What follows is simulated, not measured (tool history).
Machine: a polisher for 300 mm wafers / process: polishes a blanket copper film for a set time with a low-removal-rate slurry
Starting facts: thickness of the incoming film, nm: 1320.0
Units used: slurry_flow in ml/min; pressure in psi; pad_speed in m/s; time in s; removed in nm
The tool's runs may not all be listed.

run	hour	slurry_flow	pressure	pad_speed	slurry_solids	time	removed
1	0.0	300	3.4	1.00	1.00	108	347.68
2	8.4	370	3.4	1.00	1.00	108	349.18
3	12.9	370	3.4	1.00	1.00	108	352.41
4	17.5	370	3.6	1.00	1.00	108	366.14
5	20.2	370	3.6	1.00	1.15	108	385.55
6	20.7	370	3.7	1.00	1.15	108	395.99
7	23.4	370	3.8	1.00	1.15	108	399.38
8	24.3	370	3.9	1.00	1.15	108	410.25
9	27.2	370	4.0	1.00	1.15	108	419.88
10	33.3	370	4.1	1.00	1.15	108	433.69
11	37.7	370	4.1	1.00	1.15	108	435.74
# hour 45.5: slurry nozzle cleaned
12	45.5	370	4.2	1.00	1.15	108	442.89
13	46.3	370	4.3	1.00	1.15	108	452.30
14	55.0	370	4.4	1.00	1.15	108	458.98
15	63.3	370	4.5	1.00	1.15	108	472.04

Expected results for the next run?
16	66.9	380	4.7	1.00	1.15	108	?

Run 16 yielded removed 492.45 nm.
